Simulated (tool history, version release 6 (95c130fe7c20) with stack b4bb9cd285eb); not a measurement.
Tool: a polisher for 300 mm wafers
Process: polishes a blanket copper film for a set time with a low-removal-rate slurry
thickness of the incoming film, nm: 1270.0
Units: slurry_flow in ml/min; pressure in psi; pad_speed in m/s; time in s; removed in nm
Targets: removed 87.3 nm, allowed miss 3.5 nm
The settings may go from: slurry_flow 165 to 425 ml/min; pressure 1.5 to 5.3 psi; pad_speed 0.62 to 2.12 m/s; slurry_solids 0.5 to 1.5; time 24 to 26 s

run 1 hour=0 | slurry_flow=275 pressure=3.4 pad_speed=1.36 slurry_solids=1 time=26 | removed=116.5
run 2 hour=5.7 | slurry_flow=305 pressure=3.4 pad_speed=1.36 slurry_solids=1 time=26 | removed=115.74
run 3 hour=6.3 | slurry_flow=305 pressure=3.3 pad_speed=1.36 slurry_solids=1 time=26 | removed=112.55
run 4 hour=15.1 | slurry_flow=370 pressure=3.3 pad_speed=1.36 slurry_solids=1 time=26 | removed=116.09
run 5 hour=20.5 | slurry_flow=370 pressure=3.3 pad_speed=1.54 slurry_solids=1 time=26 | removed=128.71
run 6 hour=25.9 | slurry_flow=330 pressure=3.3 pad_speed=1.54 slurry_solids=1 time=26 | removed=128.22
run 7 hour=30.1 | slurry_flow=330 pressure=3.1 pad_speed=1.54 slurry_solids=1 time=26 | removed=121.69
run 8 hour=31.8 | slurry_flow=330 pressure=2.9 pad_speed=1.54 slurry_solids=1 time=26 | removed=116.38
run 9 hour=37.8 | slurry_flow=330 pressure=1.9 pad_speed=1.52 slurry_solids=1 time=26 | removed=81.025

5 next moves are on the table. One of them brings every result within its allowed miss. Which?
run A hour=43.8 | slurry_flow=320 pressure=1.7 pad_speed=1.76 slurry_solids=1.05 time=26 | removed=?
run B hour=43.8 | slurry_flow=315 pressure=2.7 pad_speed=1.56 slurry_solids=0.55 time=26 | removed=?
run C hour=43.8 | slurry_flow=290 pressure=2.3 pad_speed=1.58 slurry_solids=1.1 time=26 | removed=?
run D hour=43.8 | slurry_flow=410 pressure=2.8 pad_speed=1.32 slurry_solids=1.15 time=25 | removed=?
run E hour=43.8 | slurry_flow=370 pressure=1.9 pad_speed=1.56 slurry_solids=0.8 time=25 | removed=?

move=A removed=85.904
move=B removed=98.46
move=C removed=97.872
move=D removed=95.601
move=E removed=76.823
A: meets every target
B: takes the result that was furthest off past its target
C: takes the result that was furthest off past its target
D: takes the result that was furthest off past its target
E: further off than the last run
Move A is the one to make.
